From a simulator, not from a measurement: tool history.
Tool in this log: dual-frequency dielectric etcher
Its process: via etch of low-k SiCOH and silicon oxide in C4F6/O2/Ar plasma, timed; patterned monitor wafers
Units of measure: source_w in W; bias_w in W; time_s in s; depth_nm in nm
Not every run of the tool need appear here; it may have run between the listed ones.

run 1 hour=0.0 | source_w=360 bias_w=257 time_s=31.0 | depth_nm=84.110
run 2 hour=2.3 | source_w=350 bias_w=246 time_s=30.5 | depth_nm=80.406
run 3 hour=2.9 | source_w=350 bias_w=216 time_s=30.5 | depth_nm=77.324
run 4 hour=6.9 | source_w=340 bias_w=210 time_s=30.5 | depth_nm=74.632
run 5 hour=12.9 | source_w=330 bias_w=208 time_s=30.5 | depth_nm=73.441
run 6 hour=18.5 | source_w=320 bias_w=207 time_s=30.5 | depth_nm=72.200
run 7 hour=19.3 | source_w=310 bias_w=206 time_s=30.5 | depth_nm=70.448
run 8 hour=23.6 | source_w=300 bias_w=205 time_s=30.5 | depth_nm=69.267
run 9 hour=29.5 | source_w=290 bias_w=204 time_s=30.5 | depth_nm=66.533
run 10 hour=36.7 | source_w=280 bias_w=203 time_s=30.5 | depth_nm=65.498

Run 11 comes next. What will it give?
run 11 hour=39.5 | source_w=250 bias_w=196 time_s=30.5 | depth_nm=?

Run 11 measured depth_nm 59.240 nm.

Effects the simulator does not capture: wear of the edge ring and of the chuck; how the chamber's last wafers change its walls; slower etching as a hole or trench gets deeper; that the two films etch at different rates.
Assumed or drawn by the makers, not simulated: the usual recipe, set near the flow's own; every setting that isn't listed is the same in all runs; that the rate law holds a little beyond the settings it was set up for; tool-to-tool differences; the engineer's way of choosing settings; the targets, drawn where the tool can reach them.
